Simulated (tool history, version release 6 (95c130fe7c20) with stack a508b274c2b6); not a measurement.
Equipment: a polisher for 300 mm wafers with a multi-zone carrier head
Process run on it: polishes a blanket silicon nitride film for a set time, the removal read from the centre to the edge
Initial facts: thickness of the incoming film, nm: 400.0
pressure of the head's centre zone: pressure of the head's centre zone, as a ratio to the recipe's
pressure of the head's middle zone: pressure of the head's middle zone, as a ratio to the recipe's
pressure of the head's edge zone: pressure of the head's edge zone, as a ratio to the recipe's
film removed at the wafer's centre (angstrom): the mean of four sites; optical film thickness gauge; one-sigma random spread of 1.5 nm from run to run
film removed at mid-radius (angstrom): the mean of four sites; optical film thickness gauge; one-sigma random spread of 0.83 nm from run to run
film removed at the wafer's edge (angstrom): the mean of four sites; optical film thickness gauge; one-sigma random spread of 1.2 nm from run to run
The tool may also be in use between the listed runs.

run,hour,flow of slurry (ml/min),pressure of the head's centre zone,pressure of the head's middle zone,pressure of the head's edge zone,polishing time (s),film removed at the wafer's centre (angstrom),film removed at mid-radius (angstrom),film removed at the wafer's edge (angstrom)
1,0.0,315,1.00,1.00,1.00,61,1409.4,1425.6,1437.6
2,3.9,310,0.99,0.99,0.99,61,1410.1,1418.3,1420.1
3,10.6,310,0.99,1.04,0.99,61,1388.4,1477.0,1443.0
4,18.6,305,0.98,1.02,0.98,61,1352.0,1467.8,1422.0
5,25.0,300,0.97,1.00,0.98,61,1362.5,1442.9,1436.6
6,33.3,260,0.97,1.00,0.98,61,1313.6,1409.4,1380.8
7,41.3,255,0.97,0.99,0.98,61,1338.6,1378.6,1418.7
8,44.7,255,0.97,0.99,0.98,61,1290.6,1383.4,1386.0
9,53.1,250,0.97,0.99,0.98,61,1331.8,1386.5,1395.5
10,56.7,245,0.96,0.98,0.97,61,1310.4,1380.8,1392.7
11,62.0,240,0.96,0.98,0.97,61,1301.9,1368.6,1391.8
12,70.5,235,0.96,0.98,0.96,61,1279.8,1359.9,1400.2
13,76.2,235,0.96,0.98,0.96,60,1278.1,1339.9,1367.4

Estimate the outcome of run 14 from the log above:
# hour 77.2: edge zone pressure recalibrated
14,77.2,230,0.96,0.98,0.96,60,?,?,?

film removed at the wafer's centre (angstrom): 1259.1
film removed at mid-radius (angstrom): 1319.1
film removed at the wafer's edge (angstrom): 1306.4
